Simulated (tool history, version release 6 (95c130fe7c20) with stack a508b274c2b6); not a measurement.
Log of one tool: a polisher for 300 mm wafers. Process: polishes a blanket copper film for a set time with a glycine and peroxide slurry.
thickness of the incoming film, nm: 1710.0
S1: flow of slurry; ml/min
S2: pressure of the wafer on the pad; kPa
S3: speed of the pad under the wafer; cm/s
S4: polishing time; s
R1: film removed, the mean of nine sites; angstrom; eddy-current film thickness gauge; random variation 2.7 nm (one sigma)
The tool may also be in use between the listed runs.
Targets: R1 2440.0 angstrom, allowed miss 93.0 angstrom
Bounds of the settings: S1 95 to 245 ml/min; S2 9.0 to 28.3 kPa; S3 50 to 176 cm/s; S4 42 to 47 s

Run 1, hour 0.0: S1 155 ml/min, S2 18.6 kPa, S3 112 cm/s, S4 47 s. Result: R1 2702.7 angstrom.
Run 2, hour 7.2: S1 155 ml/min, S2 18.6 kPa, S3 140 cm/s, S4 47 s. Result: R1 3156.6 angstrom.
Run 3, hour 10.8: S1 155 ml/min, S2 18.6 kPa, S3 156 cm/s, S4 47 s. Result: R1 3411.3 angstrom.
Run 4, hour 18.7: S1 130 ml/min, S2 18.6 kPa, S3 156 cm/s, S4 47 s. Result: R1 3325.5 angstrom.
Run 5, hour 25.7: S1 130 ml/min, S2 18.6 kPa, S3 156 cm/s, S4 47 s. Result: R1 3201.7 angstrom.
Run 6, hour 28.8: S1 125 ml/min, S2 17.2 kPa, S3 156 cm/s, S4 47 s. Result: R1 3011.8 angstrom.
Run 7, hour 33.8: S1 120 ml/min, S2 16.5 kPa, S3 156 cm/s, S4 47 s. Result: R1 2885.7 angstrom.
Run 8, hour 39.0: S1 110 ml/min, S2 12.4 kPa, S3 154 cm/s, S4 47 s. Result: R1 2216.3 angstrom.
Run 9, hour 43.7: S1 115 ml/min, S2 12.4 kPa, S3 154 cm/s, S4 47 s. Result: R1 2219.6 angstrom.
Run 10, hour 48.0: S1 120 ml/min, S2 12.4 kPa, S3 154 cm/s, S4 47 s. Result: R1 2244.2 angstrom.
Run 11, hour 50.6: S1 125 ml/min, S2 12.4 kPa, S3 154 cm/s, S4 47 s. Result: R1 2245.8 angstrom.
Run 12, hour 51.6: S1 130 ml/min, S2 12.4 kPa, S3 154 cm/s, S4 47 s. Result: R1 2263.4 angstrom.
Run 13, hour 55.1: S1 135 ml/min, S2 12.4 kPa, S3 154 cm/s, S4 47 s. Result: R1 2301.2 angstrom.
Run 14, hour 55.7: S1 140 ml/min, S2 12.4 kPa, S3 154 cm/s, S4 47 s. Result: R1 2357.9 angstrom.

4 next moves are on the table. One of them brings every result within its allowed miss. Which?
Run A, hour 56.3: S1 120 ml/min, S2 11.7 kPa, S3 160 cm/s, S4 47 s. Result: R1 ?.
Run B, hour 56.3: S1 135 ml/min, S2 15.2 kPa, S3 140 cm/s, S4 42 s. Result: R1 ?.
Run C, hour 56.3: S1 165 ml/min, S2 13.1 kPa, S3 152 cm/s, S4 46 s. Result: R1 ?.
Run D, hour 56.3: S1 130 ml/min, S2 13.1 kPa, S3 146 cm/s, S4 45 s. Result: R1 ?.

move      R1
   A  2171.6
   B  2241.2
   C  2397.5
   D  2176.0
A: further off than the last run
B: further off than the last run
C: meets every target
D: further off than the last run
Move C is the one to make.
